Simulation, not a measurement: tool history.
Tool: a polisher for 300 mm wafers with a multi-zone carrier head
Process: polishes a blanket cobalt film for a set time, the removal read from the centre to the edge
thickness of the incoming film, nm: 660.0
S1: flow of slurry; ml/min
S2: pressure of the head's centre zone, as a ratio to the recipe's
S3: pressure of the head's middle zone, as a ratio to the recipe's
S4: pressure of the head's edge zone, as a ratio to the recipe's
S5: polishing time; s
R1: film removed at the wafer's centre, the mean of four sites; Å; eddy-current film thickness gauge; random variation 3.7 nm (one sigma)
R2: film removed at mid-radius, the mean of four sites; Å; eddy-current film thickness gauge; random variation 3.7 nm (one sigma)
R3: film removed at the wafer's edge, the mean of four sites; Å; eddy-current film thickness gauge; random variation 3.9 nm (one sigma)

run,day,S1,S2,S3,S4,S5,R1,R2,R3
1,0,160,1,1,1,39,2662.8,2679.4,2707.2
2,0.267,160,1,1.07,1,39,2597.4,2848.4,2665.2
3,0.583,160,1,1.07,0.95,39,2658.3,2868.7,2666.4
4,0.854,190,1,1.07,0.95,39,2699,2956.5,2705.5
5,0.954,190,1,1.07,0.95,44,3045.9,3346.5,2984.1
6,0.996,185,0.98,1.03,0.99,45,3160,3211.8,3055.8

The next listed run, before its measurement:
7,1.096,170,0.95,1.02,1.03,47,?,?,?

{"run 7": {"R1": 3073.4, "R2": 3401, "R3": 3285.2}}
